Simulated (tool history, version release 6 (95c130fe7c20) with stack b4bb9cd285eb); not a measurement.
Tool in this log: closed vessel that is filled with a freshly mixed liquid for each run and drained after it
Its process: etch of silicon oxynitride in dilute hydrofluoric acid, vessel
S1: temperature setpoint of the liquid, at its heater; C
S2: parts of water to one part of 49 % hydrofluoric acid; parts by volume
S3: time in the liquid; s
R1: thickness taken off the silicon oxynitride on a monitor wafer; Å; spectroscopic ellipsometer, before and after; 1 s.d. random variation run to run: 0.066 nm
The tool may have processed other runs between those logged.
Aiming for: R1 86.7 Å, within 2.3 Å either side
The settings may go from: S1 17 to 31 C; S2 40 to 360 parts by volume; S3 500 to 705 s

{"run": 1, "hour": 0.0, "S1": 23, "S2": 200, "S3": 705, "R1": 56.577}
{"run": 2, "hour": 6.0, "S1": 25.5, "S2": 195, "S3": 705, "R1": 65.516}
{"run": 3, "hour": 10.2, "S1": 28, "S2": 195, "S3": 705, "R1": 73.598}
{"run": 4, "hour": 17.6, "S1": 28, "S2": 195, "S3": 500, "R1": 51.496}
{"hour": 21.8, "done": "hydrofluoric acid flow meter replaced"}
{"run": 5, "hour": 21.8, "S1": 30.5, "S2": 195, "S3": 500, "R1": 61.463}
{"run": 6, "hour": 25.0, "S1": 28.5, "S2": 195, "S3": 500, "R1": 56.202}
{"run": 7, "hour": 26.1, "S1": 29, "S2": 175, "S3": 500, "R1": 66.333}
{"run": 8, "hour": 34.0, "S1": 29.5, "S2": 165, "S3": 500, "R1": 72.172}
{"run": 9, "hour": 35.6, "S1": 30, "S2": 160, "S3": 500, "R1": 76.284}
{"run": 10, "hour": 37.2, "S1": 30.5, "S2": 155, "S3": 500, "R1": 80.694}

Next run, 5 choices. One meets every target within its allowed miss, the rest don't. Which?
{"run": "A", "hour": 38.8, "S1": 30, "S2": 195, "S3": 660, "R1": "?"}
{"run": "B", "hour": 38.8, "S1": 30.5, "S2": 175, "S3": 520, "R1": "?"}
{"run": "C", "hour": 38.8, "S1": 30, "S2": 175, "S3": 640, "R1": "?"}
{"run": "D", "hour": 38.8, "S1": 31, "S2": 190, "S3": 555, "R1": "?"}
{"run": "E", "hour": 38.8, "S1": 31, "S2": 200, "S3": 625, "R1": "?"}

move=A R1=79.057
move=B R1=72.207
move=C R1=87.004
move=D R1=71.476
move=E R1=75.757
A: lands further from the targets than the last run did
B: lands further from the targets than the last run did
C: every result within its allowed miss
D: lands further from the targets than the last run did
E: lands further from the targets than the last run did
Go with C: it meets all targets.
